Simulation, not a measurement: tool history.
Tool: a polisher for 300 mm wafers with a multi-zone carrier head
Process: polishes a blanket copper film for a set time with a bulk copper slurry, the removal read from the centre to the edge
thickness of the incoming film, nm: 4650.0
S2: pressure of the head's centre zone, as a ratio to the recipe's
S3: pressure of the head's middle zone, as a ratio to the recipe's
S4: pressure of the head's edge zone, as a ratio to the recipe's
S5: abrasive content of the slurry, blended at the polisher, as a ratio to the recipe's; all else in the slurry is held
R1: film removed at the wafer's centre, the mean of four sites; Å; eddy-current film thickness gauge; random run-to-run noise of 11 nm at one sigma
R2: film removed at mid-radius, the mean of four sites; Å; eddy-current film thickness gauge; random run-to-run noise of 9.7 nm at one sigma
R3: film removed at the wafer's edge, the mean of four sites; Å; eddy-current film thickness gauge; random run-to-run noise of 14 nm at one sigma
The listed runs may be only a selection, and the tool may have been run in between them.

Run 1, hour 0.0: flow of slurry (ml/min) 145, S2 1.00, S3 1.00, S4 1.00, S5 1.00, polishing time (s) 58. Result: R1 7554.7 Å, R2 7706.0 Å, R3 7889.5 Å.
Run 2, hour 8.2: flow of slurry (ml/min) 145, S2 1.00, S3 0.93, S4 1.00, S5 1.00, polishing time (s) 58. Result: R1 7598.3 Å, R2 7323.0 Å, R3 7891.5 Å.
Run 3, hour 15.3: flow of slurry (ml/min) 145, S2 1.00, S3 0.93, S4 1.05, S5 1.00, polishing time (s) 58. Result: R1 7459.5 Å, R2 7279.7 Å, R3 7817.8 Å.
Run 4, hour 18.9: flow of slurry (ml/min) 145, S2 1.00, S3 0.93, S4 1.05, S5 1.00, polishing time (s) 64. Result: R1 8364.3 Å, R2 8181.8 Å, R3 8757.8 Å.
Run 5, hour 25.2: flow of slurry (ml/min) 145, S2 1.00, S3 0.87, S4 1.05, S5 1.00, polishing time (s) 64. Result: R1 8288.3 Å, R2 7673.5 Å, R3 8599.9 Å.
Run 6, hour 26.8: flow of slurry (ml/min) 150, S2 1.02, S3 0.89, S4 1.06, S5 1.10, polishing time (s) 65. Result: R1 8775.4 Å, R2 8101.3 Å, R3 9159.9 Å.
Run 7, hour 28.3: flow of slurry (ml/min) 160, S2 1.05, S3 0.93, S4 1.05, S5 1.15, polishing time (s) 66. Result: R1 9507.7 Å, R2 8833.9 Å, R3 9415.2 Å.
Run 8, hour 36.6: flow of slurry (ml/min) 165, S2 1.07, S3 0.94, S4 1.06, S5 1.20, polishing time (s) 67. Result: R1 10052.0 Å, R2 9130.3 Å, R3 9691.4 Å.
Run 9, hour 41.9: flow of slurry (ml/min) 170, S2 1.08, S3 0.95, S4 1.07, S5 1.25, polishing time (s) 68. Result: R1 10184.0 Å, R2 9341.1 Å, R3 9699.1 Å.
Run 10, hour 48.0: flow of slurry (ml/min) 170, S2 1.09, S3 0.95, S4 1.07, S5 1.25, polishing time (s) 70. Result: R1 10717.0 Å, R2 9707.8 Å, R3 10489.0 Å.
Run 11, hour 49.0: flow of slurry (ml/min) 175, S2 1.10, S3 0.96, S4 1.07, S5 1.30, polishing time (s) 70. Result: R1 10895.0 Å, R2 9866.1 Å, R3 10389.0 Å.
Run 12, hour 55.4: flow of slurry (ml/min) 180, S2 1.11, S3 0.97, S4 1.07, S5 1.35, polishing time (s) 71. Result: R1 11329.0 Å, R2 10157.0 Å, R3 10660.0 Å.

Run 13 is up next; what results do you expect?
Run 13, hour 63.2: flow of slurry (ml/min) 185, S2 1.12, S3 0.98, S4 1.07, S5 1.35, polishing time (s) 71. Result: R1 ?, R2 ?, R3 ?.

R1: 11392.0 Å
R2: 10305.0 Å
R3: 10694.0 Å
